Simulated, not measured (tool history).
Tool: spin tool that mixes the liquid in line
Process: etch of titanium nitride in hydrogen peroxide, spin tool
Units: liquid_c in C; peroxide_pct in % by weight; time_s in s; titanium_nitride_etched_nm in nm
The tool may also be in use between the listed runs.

run	day	liquid_c	peroxide_pct	time_s	titanium_nitride_etched_nm
1	0.000	48.0	17.0	85	3.5494
2	0.192	48.0	20.5	85	3.6676
3	0.558	48.0	23.0	85	3.7075
4	0.917	48.0	20.5	85	3.6083
5	1.096	49.0	20.5	85	3.9174
6	1.254	49.5	20.5	85	3.9863
7	1.617	49.5	20.5	85	4.0854
8	1.779	50.0	20.5	85	4.1848
9	2.046	50.5	20.5	85	4.3333

The next listed run, before its measurement:
10	2.362	51.0	20.5	85	?

titanium_nitride_etched_nm: 4.4474 nm

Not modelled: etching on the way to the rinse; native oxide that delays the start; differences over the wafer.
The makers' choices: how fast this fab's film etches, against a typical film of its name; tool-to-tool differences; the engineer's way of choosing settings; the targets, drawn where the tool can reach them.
